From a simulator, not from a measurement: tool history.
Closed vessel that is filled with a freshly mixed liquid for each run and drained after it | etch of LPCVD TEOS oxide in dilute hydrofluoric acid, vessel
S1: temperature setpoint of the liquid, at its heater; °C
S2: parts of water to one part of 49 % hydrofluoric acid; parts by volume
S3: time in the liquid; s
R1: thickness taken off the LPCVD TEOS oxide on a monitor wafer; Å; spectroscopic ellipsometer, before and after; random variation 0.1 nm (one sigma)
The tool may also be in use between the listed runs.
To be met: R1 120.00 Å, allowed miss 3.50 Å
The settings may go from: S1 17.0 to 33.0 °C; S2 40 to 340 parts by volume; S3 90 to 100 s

run,day,S1,S2,S3,R1
1,0.000,25.0,190,90,184.35
2,0.308,24.0,195,90,171.34
3,0.588,24.0,150,90,239.03
4,0.788,23.0,160,90,209.29
5,0.867,23.0,160,90,209.20
6,1.154,23.0,160,90,209.58
7,1.454,22.5,165,90,200.84
8,1.579,22.0,170,90,191.63
9,1.946,21.5,175,90,182.08
10,2.188,21.0,180,90,170.96
11,2.346,20.5,185,90,160.64
12,2.438,20.0,190,90,154.85
13,2.700,19.5,195,90,146.55
14,2.946,19.0,195,90,145.14
15,3.096,18.0,205,90,130.67

5 next moves are on the table. One of them brings every result within its allowed miss. Which?
A,3.246,19.0,225,100,?
B,3.246,17.0,245,100,?
C,3.246,17.0,200,90,?
D,3.246,17.0,215,90,?
E,3.246,18.5,210,90,?

move,R1
A,135.19
B,112.85
C,129.53
D,118.86
E,129.67
A: further off than the last run
B: takes the result that was furthest off past its target
C: nearer than the last run, and not there yet
D: meets every target
E: nearer than the last run, and not there yet
Move D is the one to make.

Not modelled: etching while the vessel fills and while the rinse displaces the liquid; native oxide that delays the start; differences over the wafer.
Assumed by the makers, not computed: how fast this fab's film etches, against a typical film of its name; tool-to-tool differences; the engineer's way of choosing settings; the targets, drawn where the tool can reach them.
